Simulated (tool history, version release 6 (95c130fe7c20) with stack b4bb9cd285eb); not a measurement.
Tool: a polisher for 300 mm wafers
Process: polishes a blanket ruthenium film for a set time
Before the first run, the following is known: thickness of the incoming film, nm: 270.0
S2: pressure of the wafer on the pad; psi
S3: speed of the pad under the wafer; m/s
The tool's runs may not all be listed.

Run 1, hour 0: flow of slurry (ml/min) 185, S2 2.2 psi, S3 1.2 m/s, polishing time (s) 93. Result: film removed (angstrom) 1581.3.
Run 2, hour 3: flow of slurry (ml/min) 185, S2 2.2 psi, S3 0.98 m/s, polishing time (s) 93. Result: film removed (angstrom) 1296.3.
Run 3, hour 6: flow of slurry (ml/min) 185, S2 2 psi, S3 0.98 m/s, polishing time (s) 93. Result: film removed (angstrom) 1194.9.
Run 4, hour 7.9: flow of slurry (ml/min) 195, S2 2.3 psi, S3 0.98 m/s, polishing time (s) 93. Result: film removed (angstrom) 1357.6.
Run 5, hour 12.8: flow of slurry (ml/min) 195, S2 2.5 psi, S3 0.98 m/s, polishing time (s) 93. Result: film removed (angstrom) 1500.1.
Run 6, hour 21.7: flow of slurry (ml/min) 195, S2 2.1 psi, S3 0.98 m/s, polishing time (s) 93. Result: film removed (angstrom) 1273.9.
Run 7, hour 28.3: flow of slurry (ml/min) 235, S2 2.7 psi, S3 1 m/s, polishing time (s) 93. Result: film removed (angstrom) 1686.
Run 8, hour 30.5: flow of slurry (ml/min) 235, S2 2.7 psi, S3 1 m/s, polishing time (s) 93. Result: film removed (angstrom) 1663.7.

Expected results for the next run?
Run 9, hour 37.6: flow of slurry (ml/min) 235, S2 2.8 psi, S3 1 m/s, polishing time (s) 93. Result: film removed (angstrom) ?.

film removed (angstrom): 1722.1
